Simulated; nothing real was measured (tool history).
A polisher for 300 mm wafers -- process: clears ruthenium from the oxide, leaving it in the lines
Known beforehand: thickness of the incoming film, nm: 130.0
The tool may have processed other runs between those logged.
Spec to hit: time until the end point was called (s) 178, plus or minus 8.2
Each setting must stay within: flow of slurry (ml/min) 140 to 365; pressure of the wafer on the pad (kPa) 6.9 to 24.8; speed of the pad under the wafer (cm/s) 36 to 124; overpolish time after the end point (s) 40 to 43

run	day	flow of slurry (ml/min)	pressure of the wafer on the pad (kPa)	speed of the pad under the wafer (cm/s)	overpolish time after the end point (s)	time until the end point was called (s)
1	0	235	15.9	80	40	122.36
2	0.338	235	19.3	80	40	102.88
3	0.438	235	19.3	80	43	101.19
4	0.6	235	19.3	80	40	102.82
5	0.746	235	23.4	80	40	88.064
6	0.971	195	23.4	80	40	89.073
7	1.221	195	19.3	76	40	110.24
8	1.275	195	15.9	74	40	134.52
9	1.492	195	13.8	74	40	153.13
10	1.596	195	11	72	40	187.83
11	1.942	195	11	72	40	184.11

Exercise: of the 4 proposed moves below, exactly one satisfies all targets within the stated allowed misses. Which move is it?
A	2.288	185	13.1	66	40	?
B	2.288	185	11	68	43	?
C	2.288	185	9	82	40	?
D	2.288	230	11.7	80	41	?

move	time until the end point was called (s)
A	181.66
B	205.18
C	209.25
D	166.01
A: all results land within tolerance of their targets
B: the biggest miss grows against the last run
C: the biggest miss grows against the last run
D: takes the biggest miss from the last run beyond its target
Answer: A
